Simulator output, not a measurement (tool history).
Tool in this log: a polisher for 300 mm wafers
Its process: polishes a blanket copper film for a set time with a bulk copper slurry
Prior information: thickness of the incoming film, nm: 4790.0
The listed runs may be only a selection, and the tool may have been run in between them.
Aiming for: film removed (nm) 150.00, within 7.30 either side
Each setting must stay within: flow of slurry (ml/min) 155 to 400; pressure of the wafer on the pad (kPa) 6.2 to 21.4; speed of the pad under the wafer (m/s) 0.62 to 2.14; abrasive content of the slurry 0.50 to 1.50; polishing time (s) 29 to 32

run,day,flow of slurry (ml/min),pressure of the wafer on the pad (kPa),speed of the pad under the wafer (m/s),abrasive content of the slurry,polishing time (s),film removed (nm)
1,0.000,255,13.8,1.38,1.00,32,318.34
2,0.283,255,11.7,1.30,1.00,32,270.65
3,0.646,255,10.3,1.20,1.00,32,224.42
4,0.979,255,10.3,1.20,1.00,32,228.94
5,1.262,255,10.3,1.20,1.00,32,219.53
6,1.404,255,9.0,1.20,1.00,32,203.39
7,1.675,255,6.2,0.98,1.00,32,126.93
8,1.879,255,6.9,0.98,1.00,32,137.89

Which single option among these 5 for the next run brings every result within its allowed miss of target? Just one does.
A,2.083,225,6.2,0.90,1.00,32,?
B,2.083,240,10.3,0.80,1.00,32,?
C,2.083,155,6.9,1.10,1.05,29,?
D,2.083,245,8.3,1.04,1.00,32,?
E,2.083,305,7.6,1.06,1.05,32,?

move,film removed (nm)
A,114.42
B,150.08
C,128.90
D,163.07
E,161.86
A: its largest miss is bigger than the last run's
B: hits every target within its allowed miss
C: its largest miss is bigger than the last run's
D: the result that was furthest off in the last run now lies on the other side of its target
E: the result that was furthest off in the last run now lies on the other side of its target
Correct choice: B, which meets every target
